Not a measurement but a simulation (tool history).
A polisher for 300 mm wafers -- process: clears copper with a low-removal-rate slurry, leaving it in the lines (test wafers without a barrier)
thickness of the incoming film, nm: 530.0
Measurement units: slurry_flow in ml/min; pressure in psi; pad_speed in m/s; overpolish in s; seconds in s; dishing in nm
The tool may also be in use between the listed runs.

Run 1, hour 0: slurry_flow 310 ml/min, pressure 4.1 psi, pad_speed 1.4 m/s, slurry_solids 1, overpolish 18 s. Result: seconds 78.689 s, dishing 80.185 nm.
Run 2, hour 4: slurry_flow 310 ml/min, pressure 4.1 psi, pad_speed 1.74 m/s, slurry_solids 1, overpolish 18 s. Result: seconds 68.266 s, dishing 87.933 nm.
Run 3, hour 6.9: slurry_flow 310 ml/min, pressure 4.2 psi, pad_speed 1.74 m/s, slurry_solids 1, overpolish 17 s. Result: seconds 66.136 s, dishing 86.838 nm.
Run 4, hour 15.2: slurry_flow 310 ml/min, pressure 3.2 psi, pad_speed 1.74 m/s, slurry_solids 1, overpolish 17 s. Result: seconds 85.362 s, dishing 69.814 nm.
Run 5, hour 17.1: slurry_flow 310 ml/min, pressure 3.2 psi, pad_speed 1.74 m/s, slurry_solids 1, overpolish 24 s. Result: seconds 84.87 s, dishing 92.456 nm.
Run 6, hour 21.1: slurry_flow 310 ml/min, pressure 3.2 psi, pad_speed 1.74 m/s, slurry_solids 1.15, overpolish 24 s. Result: seconds 81.049 s, dishing 92.849 nm.
Run 7, hour 26: slurry_flow 315 ml/min, pressure 3.4 psi, pad_speed 1.76 m/s, slurry_solids 1.2, overpolish 23 s. Result: seconds 77.422 s, dishing 93.33 nm.

Forecast run 8:
Run 8, hour 28.9: slurry_flow 315 ml/min, pressure 3.6 psi, pad_speed 1.78 m/s, slurry_solids 1.2, overpolish 22 s. Result: seconds ?, dishing ?.

{"run 8": {"seconds": 72.059, "dishing": 96.905}}
